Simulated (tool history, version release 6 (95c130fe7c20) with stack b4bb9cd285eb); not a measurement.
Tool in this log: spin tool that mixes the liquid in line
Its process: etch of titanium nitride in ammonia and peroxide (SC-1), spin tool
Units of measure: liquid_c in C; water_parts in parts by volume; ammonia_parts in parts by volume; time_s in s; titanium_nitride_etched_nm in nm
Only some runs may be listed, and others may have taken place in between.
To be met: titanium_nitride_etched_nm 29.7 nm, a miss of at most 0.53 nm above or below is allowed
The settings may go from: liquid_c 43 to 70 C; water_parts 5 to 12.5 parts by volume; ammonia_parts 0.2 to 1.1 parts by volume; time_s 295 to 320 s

| run | hour | liquid_c | water_parts | ammonia_parts | time_s | titanium_nitride_etched_nm |
|---|---|---|---|---|---|---|
| 1 | 0 | 59 | 7 | 0.6 | 295 | 37.072 |
| 2 | 4.7 | 59 | 7 | 0.5 | 295 | 36.082 |
| 3 | 10.1 | 58.5 | 7 | 0.5 | 295 | 34.75 |
| 4 | 16.4 | 65 | 7 | 0.5 | 295 | 52.986 |
| 5 | 23.1 | 63.5 | 7 | 0.5 | 295 | 48.221 |
| 6 | 28.6 | 63.5 | 7 | 0.5 | 295 | 48.404 |
| 7 | 34.3 | 62 | 7 | 0.5 | 295 | 44.303 |
| 8 | 35.1 | 61 | 7 | 0.5 | 295 | 41.056 |
| 9 | 39 | 61 | 7 | 0.5 | 295 | 41.264 |
| 10 | 44 | 60 | 7 | 0.5 | 295 | 38.626 |
| 11 | 50.4 | 59.5 | 7 | 0.5 | 295 | 37.356 |

Exercise: of the 4 proposed moves below, exactly one satisfies all targets within the stated allowed misses. Which move is it?
| A | 56.8 | 54.5 | 8 | 0.6 | 295 | ? |
| B | 56.8 | 55 | 7.5 | 0.6 | 320 | ? |
| C | 56.8 | 56 | 8.5 | 0.45 | 295 | ? |
| D | 56.8 | 57.5 | 6.5 | 0.35 | 300 | ? |

| move | titanium_nitride_etched_nm |
|---|---|
| A | 25.747 |
| B | 29.832 |
| C | 26.325 |
| D | 32.446 |
A: pushes the last run's worst result past its target
B: all results land within tolerance of their targets
C: pushes the last run's worst result past its target
D: an improvement on the last run, though not all results are within tolerance
B is the move that brings every result within its allowed miss.
